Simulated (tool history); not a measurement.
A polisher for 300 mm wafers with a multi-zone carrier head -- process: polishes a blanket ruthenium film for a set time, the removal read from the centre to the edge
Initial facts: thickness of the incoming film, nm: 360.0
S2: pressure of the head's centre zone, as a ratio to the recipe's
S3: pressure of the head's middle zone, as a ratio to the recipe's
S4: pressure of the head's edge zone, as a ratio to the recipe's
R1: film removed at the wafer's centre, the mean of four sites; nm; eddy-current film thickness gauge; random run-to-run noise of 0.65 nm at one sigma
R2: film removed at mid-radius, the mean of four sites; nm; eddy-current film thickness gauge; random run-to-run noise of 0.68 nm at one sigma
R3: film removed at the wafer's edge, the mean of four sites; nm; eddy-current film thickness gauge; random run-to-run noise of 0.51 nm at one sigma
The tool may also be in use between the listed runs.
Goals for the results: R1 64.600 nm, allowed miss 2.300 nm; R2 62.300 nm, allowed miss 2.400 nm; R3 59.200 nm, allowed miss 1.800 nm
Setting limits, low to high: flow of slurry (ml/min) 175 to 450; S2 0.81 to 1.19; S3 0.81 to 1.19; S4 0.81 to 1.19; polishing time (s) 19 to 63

run 1 hour=0.0 | flow_of_slurry_(ml/min)=290 S2=1.00 S3=1.00 S4=1.00 polishing_time_(s)=41 | R1=84.851 R2=85.407 R3=83.542
run 2 hour=7.8 | flow_of_slurry_(ml/min)=290 S2=1.00 S3=1.06 S4=1.00 polishing_time_(s)=41 | R1=85.917 R2=89.923 R3=83.472
run 3 hour=15.9 | flow_of_slurry_(ml/min)=290 S2=1.00 S3=1.13 S4=1.00 polishing_time_(s)=41 | R1=85.377 R2=95.985 R3=83.622
run 4 hour=24.1 | flow_of_slurry_(ml/min)=290 S2=1.00 S3=1.13 S4=1.00 polishing_time_(s)=31 | R1=63.798 R2=71.044 R3=63.524
run 5 hour=25.9 | flow_of_slurry_(ml/min)=290 S2=1.00 S3=1.13 S4=1.00 polishing_time_(s)=35 | R1=71.974 R2=82.207 R3=71.875
run 6 hour=29.9 | flow_of_slurry_(ml/min)=285 S2=1.00 S3=1.09 S4=0.96 polishing_time_(s)=34 | R1=69.743 R2=76.905 R3=68.076
run 7 hour=32.5 | flow_of_slurry_(ml/min)=285 S2=1.01 S3=1.05 S4=0.94 polishing_time_(s)=33 | R1=68.123 R2=72.857 R3=64.774
run 8 hour=40.6 | flow_of_slurry_(ml/min)=280 S2=1.01 S3=1.01 S4=0.93 polishing_time_(s)=33 | R1=67.368 R2=70.214 R3=65.042
run 9 hour=48.8 | flow_of_slurry_(ml/min)=280 S2=1.02 S3=0.98 S4=0.91 polishing_time_(s)=33 | R1=69.376 R2=67.532 R3=64.688

Pick the move, out of 5, that brings all results within their allowed miss; only one does.
run A hour=57.0 | flow_of_slurry_(ml/min)=175 S2=0.99 S3=0.92 S4=0.88 polishing_time_(s)=35 | R1=? R2=? R3=?
run B hour=57.0 | flow_of_slurry_(ml/min)=335 S2=0.93 S3=0.90 S4=0.89 polishing_time_(s)=31 | R1=? R2=? R3=?
run C hour=57.0 | flow_of_slurry_(ml/min)=385 S2=1.11 S3=0.98 S4=0.90 polishing_time_(s)=30 | R1=? R2=? R3=?
run D hour=57.0 | flow_of_slurry_(ml/min)=310 S2=1.07 S3=0.98 S4=0.87 polishing_time_(s)=32 | R1=? R2=? R3=?
run E hour=57.0 | flow_of_slurry_(ml/min)=315 S2=1.02 S3=0.94 S4=0.86 polishing_time_(s)=31 | R1=? R2=? R3=?

move=A R1=64.733 R2=63.054 R3=63.887
move=B R1=59.627 R2=60.147 R3=60.954
move=C R1=69.924 R2=63.198 R3=59.780
move=D R1=70.340 R2=66.115 R3=61.843
move=E R1=65.034 R2=61.966 R3=59.705
A: closer than the last run, but not yet in spec
B: the worst result of the last run now meets its target, but another is out of spec
C: the worst result of the last run now meets its target, but another is out of spec
D: closer than the last run, but not yet in spec
E: each result inside its tolerance
E is the move that brings every result within its allowed miss.

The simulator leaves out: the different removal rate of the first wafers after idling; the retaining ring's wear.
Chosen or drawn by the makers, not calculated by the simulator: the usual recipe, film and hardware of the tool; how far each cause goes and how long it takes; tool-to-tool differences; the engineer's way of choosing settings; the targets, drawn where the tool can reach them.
